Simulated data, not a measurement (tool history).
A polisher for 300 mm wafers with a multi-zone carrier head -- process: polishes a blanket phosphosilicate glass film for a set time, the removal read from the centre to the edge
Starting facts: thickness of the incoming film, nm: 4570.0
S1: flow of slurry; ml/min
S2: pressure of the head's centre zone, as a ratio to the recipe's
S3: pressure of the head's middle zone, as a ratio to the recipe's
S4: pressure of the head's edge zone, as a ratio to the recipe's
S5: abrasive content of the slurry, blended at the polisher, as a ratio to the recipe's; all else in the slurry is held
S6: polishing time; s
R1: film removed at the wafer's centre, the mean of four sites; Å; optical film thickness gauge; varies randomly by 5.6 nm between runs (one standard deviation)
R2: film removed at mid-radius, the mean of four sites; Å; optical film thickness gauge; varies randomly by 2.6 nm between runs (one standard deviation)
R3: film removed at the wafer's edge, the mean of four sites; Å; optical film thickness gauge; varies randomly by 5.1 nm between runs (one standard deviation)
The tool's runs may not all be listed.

run  hour   S1    S2    S3    S4    S5  S6      R1      R2      R3
  1   0.0  120  1.00  1.00  1.00  1.00  88  7918.6  8148.5  8216.9
  2   0.8  120  0.96  1.00  1.00  1.00  88  7617.0  8084.5  8048.4
  3   7.4  110  0.95  0.95  1.01  0.85  85  6850.3  7002.3  7319.0
  4  15.5  100  0.94  0.91  1.04  0.75  80  5983.1  5916.5  6613.6
  5  18.3  100  0.94  0.91  1.04  0.75  60  4469.2  4442.0  4904.6
  6  20.0  100  0.94  0.97  1.04  0.75  60  4411.0  4622.1  4986.1

What will run 7 give?
  7  24.8  95  0.95  0.95  1.08  0.75  60   ?   ?   ?

Run 7 yielded R1 4435.2 Å, R2 4517.7 Å, R3 4967.8 Å.

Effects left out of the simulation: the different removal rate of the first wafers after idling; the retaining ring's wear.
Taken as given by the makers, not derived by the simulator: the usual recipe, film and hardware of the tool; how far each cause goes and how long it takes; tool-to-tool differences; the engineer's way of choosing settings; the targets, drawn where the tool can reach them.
